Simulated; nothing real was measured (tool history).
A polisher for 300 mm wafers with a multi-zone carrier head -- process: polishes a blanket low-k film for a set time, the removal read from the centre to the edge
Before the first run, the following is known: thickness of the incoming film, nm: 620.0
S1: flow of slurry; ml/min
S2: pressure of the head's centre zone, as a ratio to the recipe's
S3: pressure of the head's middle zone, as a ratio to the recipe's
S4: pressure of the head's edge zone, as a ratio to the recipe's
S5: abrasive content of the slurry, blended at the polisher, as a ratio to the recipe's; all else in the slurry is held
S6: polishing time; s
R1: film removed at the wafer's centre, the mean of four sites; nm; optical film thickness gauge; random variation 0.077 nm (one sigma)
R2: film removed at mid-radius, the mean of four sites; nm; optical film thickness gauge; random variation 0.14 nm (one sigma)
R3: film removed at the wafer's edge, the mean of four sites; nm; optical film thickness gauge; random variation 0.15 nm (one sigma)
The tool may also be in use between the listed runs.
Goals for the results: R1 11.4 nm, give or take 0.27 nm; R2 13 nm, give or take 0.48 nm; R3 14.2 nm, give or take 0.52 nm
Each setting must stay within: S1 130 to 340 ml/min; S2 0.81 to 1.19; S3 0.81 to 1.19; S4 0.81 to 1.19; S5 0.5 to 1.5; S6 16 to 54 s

Run 1, hour 0: S1 220 ml/min, S2 1, S3 1, S4 1, S5 1, S6 35 s. Result: R1 15.41 nm, R2 15.387 nm, R3 15.452 nm.
Run 2, hour 3.9: S1 220 ml/min, S2 0.92, S3 1, S4 1, S5 1, S6 35 s. Result: R1 14.224 nm, R2 15.058 nm, R3 15.574 nm.
Run 3, hour 9.4: S1 205 ml/min, S2 0.88, S3 0.99, S4 1, S5 0.95, S6 35 s. Result: R1 13.148 nm, R2 14.57 nm, R3 14.914 nm.
Run 4, hour 18.3: S1 190 ml/min, S2 0.86, S3 0.97, S4 1.01, S5 0.95, S6 35 s. Result: R1 12.777 nm, R2 14.025 nm, R3 15.102 nm.
Run 5, hour 23.3: S1 180 ml/min, S2 0.84, S3 0.97, S4 1, S5 0.9, S6 35 s. Result: R1 11.929 nm, R2 13.949 nm, R3 14.377 nm.
Run 6, hour 29: S1 180 ml/min, S2 0.9, S3 0.97, S4 1, S5 0.9, S6 35 s. Result: R1 12.733 nm, R2 13.97 nm, R3 14.624 nm.
Run 7, hour 38: S1 170 ml/min, S2 0.88, S3 0.95, S4 1, S5 0.9, S6 35 s. Result: R1 12.459 nm, R2 13.597 nm, R3 14.326 nm.
Run 8, hour 39.1: S1 160 ml/min, S2 0.86, S3 0.94, S4 1.01, S5 0.9, S6 35 s. Result: R1 12.017 nm, R2 13.5 nm, R3 14.131 nm.
Run 9, hour 43.4: S1 155 ml/min, S2 0.85, S3 0.93, S4 1.03, S5 0.9, S6 35 s. Result: R1 11.809 nm, R2 13.143 nm, R3 14.464 nm.
Run 10, hour 51.9: S1 155 ml/min, S2 0.85, S3 0.93, S4 1.03, S5 0.9, S6 35 s. Result: R1 11.802 nm, R2 12.958 nm, R3 14.601 nm.

Exercise: of the 5 proposed moves below, exactly one satisfies all targets within the stated allowed misses. Which move is it?
Run A, hour 60.4: S1 155 ml/min, S2 0.96, S3 0.91, S4 0.95, S5 1.1, S6 30 s. Result: R1 ?, R2 ?, R3 ?.
Run B, hour 60.4: S1 145 ml/min, S2 0.86, S3 0.87, S4 1.12, S5 0.95, S6 35 s. Result: R1 ?, R2 ?, R3 ?.
Run C, hour 60.4: S1 130 ml/min, S2 0.86, S3 0.83, S4 1.08, S5 1, S6 38 s. Result: R1 ?, R2 ?, R3 ?.
Run D, hour 60.4: S1 130 ml/min, S2 0.84, S3 0.93, S4 1, S5 0.85, S6 37 s. Result: R1 ?, R2 ?, R3 ?.
Run E, hour 60.4: S1 180 ml/min, S2 0.94, S3 1.02, S4 1.07, S5 0.55, S6 36 s. Result: R1 ?, R2 ?, R3 ?.

move      R1      R2      R3
   A    12.3  11.898   13.01
   B  11.953   12.68  15.282
   C  12.832  13.375  16.337
   D  11.466  12.903  14.434
   E  11.344  11.803  12.734
A: misses by more than the last run did
B: misses by more than the last run did
C: misses by more than the last run did
D: hits every target within its allowed miss
E: the furthest-off result lands on target, but another misses its tolerance
Go with D: it meets all targets.
